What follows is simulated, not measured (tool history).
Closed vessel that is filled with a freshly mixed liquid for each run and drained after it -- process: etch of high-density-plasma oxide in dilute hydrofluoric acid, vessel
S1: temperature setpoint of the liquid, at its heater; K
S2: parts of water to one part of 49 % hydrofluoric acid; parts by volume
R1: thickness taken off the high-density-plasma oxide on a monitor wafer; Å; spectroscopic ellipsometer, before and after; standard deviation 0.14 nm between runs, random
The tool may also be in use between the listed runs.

run 1 hour=0.0 | S1=298.15 S2=50 time_in_the_liquid_(s)=205 | R1=270.50
run 2 hour=7.5 | S1=295.15 S2=50 time_in_the_liquid_(s)=205 | R1=240.46
run 3 hour=14.8 | S1=298.15 S2=45 time_in_the_liquid_(s)=205 | R1=304.79
run 4 hour=18.7 | S1=300.15 S2=45 time_in_the_liquid_(s)=205 | R1=328.74
run 5 hour=25.5 | S1=300.15 S2=30 time_in_the_liquid_(s)=205 | R1=508.48
run 6 hour=26.5 | S1=299.65 S2=30 time_in_the_liquid_(s)=205 | R1=493.37
run 7 hour=27.4 | S1=299.15 S2=30 time_in_the_liquid_(s)=205 | R1=487.37

What does the tool deliver on the next run?
run 8 hour=32.9 | S1=298.65 S2=30 time_in_the_liquid_(s)=205 | R1=?

{"run 8": {"R1": 474.23}}
